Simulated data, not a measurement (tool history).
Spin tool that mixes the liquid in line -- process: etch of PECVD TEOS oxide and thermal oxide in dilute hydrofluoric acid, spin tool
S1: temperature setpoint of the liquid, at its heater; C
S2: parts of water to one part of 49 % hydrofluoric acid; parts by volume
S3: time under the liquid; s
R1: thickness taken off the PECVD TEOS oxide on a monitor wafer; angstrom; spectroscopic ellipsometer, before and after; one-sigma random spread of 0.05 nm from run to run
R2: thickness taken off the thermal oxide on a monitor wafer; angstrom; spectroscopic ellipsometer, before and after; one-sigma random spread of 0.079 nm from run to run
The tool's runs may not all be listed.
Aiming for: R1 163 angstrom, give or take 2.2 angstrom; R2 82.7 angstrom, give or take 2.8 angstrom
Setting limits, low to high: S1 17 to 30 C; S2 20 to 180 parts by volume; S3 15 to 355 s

run 1 day=0 | S1=22 S2=100 S3=180 | R1=137.35 R2=69.451
run 2 day=0.283 | S1=25.5 S2=100 S3=180 | R1=157.41 R2=79.71
run 3 day=0.367 | S1=25.5 S2=100 S3=230 | R1=201.24 R2=100.95
run 4 day=0.658 | S1=24 S2=100 S3=230 | R1=189.97 R2=96.9
run 5 day=0.942 | S1=24 S2=100 S3=160 | R1=132.45 R2=66.246
run 6 day=1 | S1=25.5 S2=100 S3=160 | R1=139.91 R2=70.427
run 7 day=1.288 | S1=26.5 S2=100 S3=160 | R1=146.27 R2=74.217
run 8 day=1.658 | S1=27 S2=100 S3=160 | R1=148.42 R2=75.121
run 9 day=1.788 | S1=27.5 S2=100 S3=160 | R1=151.1 R2=75.623
run 10 day=2.146 | S1=28 S2=100 S3=160 | R1=154.24 R2=78.693
run 11 day=2.221 | S1=28.5 S2=100 S3=160 | R1=157.17 R2=79.895
run 12 day=2.558 | S1=29 S2=100 S3=160 | R1=160.24 R2=82.25

Exercise: of the 5 proposed moves below, exactly one satisfies all targets within the stated allowed misses. Which move is it?
run A day=2.896 | S1=27.5 S2=80 S3=130 | R1=? R2=?
run B day=2.896 | S1=30 S2=110 S3=175 | R1=? R2=?
run C day=2.896 | S1=24 S2=85 S3=160 | R1=? R2=?
run D day=2.896 | S1=28.5 S2=125 S3=205 | R1=? R2=?
run E day=2.896 | S1=30 S2=125 S3=195 | R1=? R2=?

move=A R1=158.97 R2=80.635
move=B R1=164.22 R2=83.298
move=C R1=159.3 R2=80.803
move=D R1=156.89 R2=79.579
move=E R1=157.75 R2=80.013
A: misses by more than the last run did
B: in spec on every target
C: misses by more than the last run did
D: misses by more than the last run did
E: misses by more than the last run did
Go with B: it meets all targets.
